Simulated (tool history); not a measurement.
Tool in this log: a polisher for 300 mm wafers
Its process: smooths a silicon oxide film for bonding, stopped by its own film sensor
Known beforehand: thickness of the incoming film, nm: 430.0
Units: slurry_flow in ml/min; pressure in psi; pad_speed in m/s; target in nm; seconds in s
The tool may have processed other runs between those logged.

| run | hour | slurry_flow | pressure | pad_speed | slurry_solids | target | seconds |
|---|---|---|---|---|---|---|---|
| 1 | 0 | 265 | 2.6 | 0.94 | 1 | 388 | 38.752 |
| 2 | 3.7 | 265 | 2.2 | 0.88 | 1 | 388 | 49.055 |
| 3 | 9 | 265 | 2.2 | 0.88 | 1 | 388 | 46.609 |
| 4 | 11.8 | 265 | 1.9 | 0.82 | 1 | 388 | 58.202 |
| 5 | 19.2 | 265 | 1.7 | 0.82 | 1 | 388 | 66.482 |
| 6 | 24 | 315 | 1.7 | 0.82 | 1 | 388 | 62.777 |

What does the tool deliver on the next run?
| 7 | 30.2 | 315 | 1.7 | 0.82 | 1 | 388 | ? |

seconds: 64.261 s
